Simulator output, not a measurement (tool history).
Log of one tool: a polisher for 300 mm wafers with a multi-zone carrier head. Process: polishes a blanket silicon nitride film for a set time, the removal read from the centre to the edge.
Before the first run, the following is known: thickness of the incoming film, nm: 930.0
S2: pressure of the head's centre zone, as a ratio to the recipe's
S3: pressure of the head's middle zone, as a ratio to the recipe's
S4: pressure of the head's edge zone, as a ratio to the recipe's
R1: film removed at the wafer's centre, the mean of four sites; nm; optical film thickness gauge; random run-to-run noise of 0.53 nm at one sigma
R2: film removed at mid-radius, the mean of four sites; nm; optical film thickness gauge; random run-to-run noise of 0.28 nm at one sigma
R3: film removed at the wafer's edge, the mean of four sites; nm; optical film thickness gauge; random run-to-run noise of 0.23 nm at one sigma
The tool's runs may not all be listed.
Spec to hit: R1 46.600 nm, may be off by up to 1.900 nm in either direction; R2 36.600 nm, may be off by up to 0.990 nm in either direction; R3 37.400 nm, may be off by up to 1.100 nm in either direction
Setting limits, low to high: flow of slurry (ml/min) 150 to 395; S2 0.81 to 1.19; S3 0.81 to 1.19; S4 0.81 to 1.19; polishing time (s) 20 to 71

run 1 day=0.000 | flow_of_slurry_(ml/min)=250 S2=1.00 S3=1.00 S4=1.00 polishing_time_(s)=45 | R1=66.491 R2=65.544 R3=67.771
run 2 day=0.154 | flow_of_slurry_(ml/min)=250 S2=0.92 S3=1.00 S4=1.00 polishing_time_(s)=45 | R1=62.045 R2=66.353 R3=67.990
run 3 day=0.471 | flow_of_slurry_(ml/min)=250 S2=0.99 S3=0.98 S4=0.95 polishing_time_(s)=39 | R1=57.188 R2=56.631 R3=57.348
run 4 day=0.662 | flow_of_slurry_(ml/min)=250 S2=1.06 S3=0.98 S4=0.95 polishing_time_(s)=39 | R1=62.421 R2=55.717 R3=58.155
run 5 day=0.804 | flow_of_slurry_(ml/min)=250 S2=1.08 S3=0.97 S4=0.91 polishing_time_(s)=34 | R1=54.776 R2=48.941 R3=49.549
run 6 day=0.921 | flow_of_slurry_(ml/min)=245 S2=1.10 S3=0.95 S4=0.88 polishing_time_(s)=31 | R1=52.090 R2=43.023 R3=43.856
-- day=1.000 slurry nozzle cleaned
run 7 day=1.000 | flow_of_slurry_(ml/min)=200 S2=1.08 S3=0.91 S4=0.81 polishing_time_(s)=27 | R1=43.453 R2=36.469 R3=37.283
run 8 day=1.138 | flow_of_slurry_(ml/min)=205 S2=1.09 S3=0.91 S4=0.81 polishing_time_(s)=27 | R1=44.653 R2=36.468 R3=36.701

Exercise: of the 4 proposed moves below, exactly one satisfies all targets within the stated allowed misses. Which move is it?
run A day=1.275 | flow_of_slurry_(ml/min)=235 S2=1.13 S3=0.90 S4=0.81 polishing_time_(s)=27 | R1=? R2=? R3=?
run B day=1.275 | flow_of_slurry_(ml/min)=195 S2=1.15 S3=0.83 S4=0.82 polishing_time_(s)=27 | R1=? R2=? R3=?
run C day=1.275 | flow_of_slurry_(ml/min)=215 S2=1.07 S3=0.93 S4=0.82 polishing_time_(s)=26 | R1=? R2=? R3=?
run D day=1.275 | flow_of_slurry_(ml/min)=225 S2=1.18 S3=0.81 S4=0.86 polishing_time_(s)=28 | R1=? R2=? R3=?

move=A R1=45.452 R2=36.951 R3=38.006
move=B R1=45.058 R2=33.831 R3=37.587
move=C R1=40.950 R2=36.163 R3=36.489
move=D R1=48.926 R2=35.036 R3=40.364
A: each result inside its tolerance
B: puts the biggest miss on target and leaves a different result outside tolerance
C: the biggest miss grows against the last run
D: carries the result that was furthest off beyond its target, to the other side
The move that meets every target is A.
